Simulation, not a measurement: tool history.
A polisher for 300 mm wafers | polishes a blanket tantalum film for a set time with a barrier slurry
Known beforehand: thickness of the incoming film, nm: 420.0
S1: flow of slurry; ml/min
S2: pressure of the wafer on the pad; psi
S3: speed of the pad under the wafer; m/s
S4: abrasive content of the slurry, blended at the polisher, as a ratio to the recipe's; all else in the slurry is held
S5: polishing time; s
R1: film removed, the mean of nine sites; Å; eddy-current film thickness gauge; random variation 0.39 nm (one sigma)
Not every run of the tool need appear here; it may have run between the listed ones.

Run 1, hour 0: S1 160 ml/min, S2 1.8 psi, S3 1.16 m/s, S4 1, S5 68 s. Result: R1 1087.5 Å.
Run 2, hour 8.8: S1 155 ml/min, S2 1.6 psi, S3 1.12 m/s, S4 1, S5 68 s. Result: R1 938.9 Å.
Run 3, hour 13: S1 150 ml/min, S2 1.5 psi, S3 1.08 m/s, S4 1, S5 68 s. Result: R1 848.96 Å.
Run 4, hour 19.7: S1 185 ml/min, S2 1.5 psi, S3 1.08 m/s, S4 1, S5 68 s. Result: R1 880.28 Å.
Run 5, hour 28.4: S1 185 ml/min, S2 1.5 psi, S3 1.36 m/s, S4 1, S5 68 s. Result: R1 1089.5 Å.
Run 6, hour 35.1: S1 185 ml/min, S2 1.5 psi, S3 1.36 m/s, S4 0.85, S5 68 s. Result: R1 1039.4 Å.

Expected results for the next run?
Run 7, hour 36.9: S1 150 ml/min, S2 1 psi, S3 1.04 m/s, S4 0.8, S5 68 s. Result: R1 ?.

{"run 7": {"R1": 531.75}}
